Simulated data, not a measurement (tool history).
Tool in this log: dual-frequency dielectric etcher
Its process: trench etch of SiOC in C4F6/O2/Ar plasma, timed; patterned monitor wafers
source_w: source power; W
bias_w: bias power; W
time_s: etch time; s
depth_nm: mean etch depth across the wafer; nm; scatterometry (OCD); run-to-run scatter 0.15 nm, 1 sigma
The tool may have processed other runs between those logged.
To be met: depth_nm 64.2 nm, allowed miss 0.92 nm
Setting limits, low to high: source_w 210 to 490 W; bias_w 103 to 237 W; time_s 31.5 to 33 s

Run 1, hour 0: source_w 350 W, bias_w 170 W, time_s 31.5 s. Result: depth_nm 59.087 nm.
Run 2, hour 2.4: source_w 370 W, bias_w 171 W, time_s 31.5 s. Result: depth_nm 60.383 nm.
Run 3, hour 3.2: source_w 310 W, bias_w 171 W, time_s 31.5 s. Result: depth_nm 56.605 nm.
Run 4, hour 4.7: source_w 270 W, bias_w 171 W, time_s 31.5 s. Result: depth_nm 53.523 nm.
Run 5, hour 7.1: source_w 300 W, bias_w 172 W, time_s 31.5 s. Result: depth_nm 55.941 nm.
Run 6, hour 8: source_w 320 W, bias_w 173 W, time_s 31.5 s. Result: depth_nm 57.399 nm.
Run 7, hour 12.3: source_w 340 W, bias_w 174 W, time_s 31.5 s. Result: depth_nm 59.072 nm.
Run 8, hour 18.4: source_w 350 W, bias_w 175 W, time_s 31.5 s. Result: depth_nm 59.674 nm.
Run 9, hour 19: source_w 360 W, bias_w 176 W, time_s 31.5 s. Result: depth_nm 60.31 nm.

Consider the 5 candidate settings below. Which is the only one whose results all fall within their allowed miss of target?
Run A, hour 19.6: source_w 330 W, bias_w 164 W, time_s 31.5 s. Result: depth_nm ?.
Run B, hour 19.6: source_w 360 W, bias_w 158 W, time_s 31.5 s. Result: depth_nm ?.
Run C, hour 19.6: source_w 340 W, bias_w 130 W, time_s 32.5 s. Result: depth_nm ?.
Run D, hour 19.6: source_w 400 W, bias_w 164 W, time_s 33 s. Result: depth_nm ?.
Run E, hour 19.6: source_w 360 W, bias_w 124 W, time_s 33 s. Result: depth_nm ?.

move  depth_nm
   A    56.594
   B    57.626
   C    53.819
   D    63.774
   E    54.824
A: its largest miss is bigger than the last run's
B: its largest miss is bigger than the last run's
C: its largest miss is bigger than the last run's
D: every result lands within tolerance
E: its largest miss is bigger than the last run's
So the answer is move D, the one that meets all the targets.
